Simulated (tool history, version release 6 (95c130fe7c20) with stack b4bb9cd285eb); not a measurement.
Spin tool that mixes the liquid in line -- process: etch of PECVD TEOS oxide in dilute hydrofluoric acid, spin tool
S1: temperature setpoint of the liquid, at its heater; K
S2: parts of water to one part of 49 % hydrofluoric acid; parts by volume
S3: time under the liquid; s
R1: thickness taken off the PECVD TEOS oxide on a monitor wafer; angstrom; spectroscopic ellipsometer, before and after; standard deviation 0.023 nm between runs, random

{"run": 1, "hour": 0.0, "S1": 295.15, "S2": 75, "S3": 15, "R1": 17.108}
{"run": 2, "hour": 7.9, "S1": 295.15, "S2": 75, "S3": 15, "R1": 17.252}
{"run": 3, "hour": 12.9, "S1": 296.65, "S2": 70, "S3": 15, "R1": 19.488}
{"run": 4, "hour": 15.0, "S1": 298.15, "S2": 65, "S3": 15, "R1": 22.537}
{"run": 5, "hour": 20.5, "S1": 299.15, "S2": 60, "S3": 15, "R1": 25.656}
{"run": 6, "hour": 27.8, "S1": 297.15, "S2": 60, "S3": 15, "R1": 23.691}
{"run": 7, "hour": 33.2, "S1": 298.15, "S2": 55, "S3": 15, "R1": 27.023}
{"run": 8, "hour": 37.4, "S1": 299.15, "S2": 55, "S3": 15, "R1": 28.067}
{"run": 9, "hour": 43.6, "S1": 300.15, "S2": 55, "S3": 15, "R1": 29.394}

Estimate the outcome of run 10 from the log above:
{"run": 10, "hour": 52.0, "S1": 300.65, "S2": 55, "S3": 15, "R1": "?"}

R1: 30.169 angstrom
